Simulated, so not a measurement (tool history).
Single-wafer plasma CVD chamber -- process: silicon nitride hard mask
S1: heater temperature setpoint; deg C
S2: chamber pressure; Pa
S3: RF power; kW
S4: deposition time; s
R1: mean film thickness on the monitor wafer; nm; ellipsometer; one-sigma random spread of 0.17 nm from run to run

run	hour	S1	S2	S3	S4	R1
1	0.0	405	268	0.245	81.9	81.798
2	1.7	405	249	0.235	81.9	77.282
3	3.6	410	249	0.235	81.9	76.724
4	6.0	411	232	0.230	81.9	73.823
5	9.6	411	232	0.220	81.9	70.489
6	17.4	411	220	0.220	81.9	69.391
7	21.1	411	211	0.220	81.9	68.577
8	22.4	411	203	0.220	81.9	68.029
9	28.2	411	196	0.220	81.9	67.395
10	35.4	411	161	0.215	81.9	62.225

Estimate the outcome of run 11 from the log above:
11	37.9	411	165	0.215	81.9	?

R1: 62.796 nm
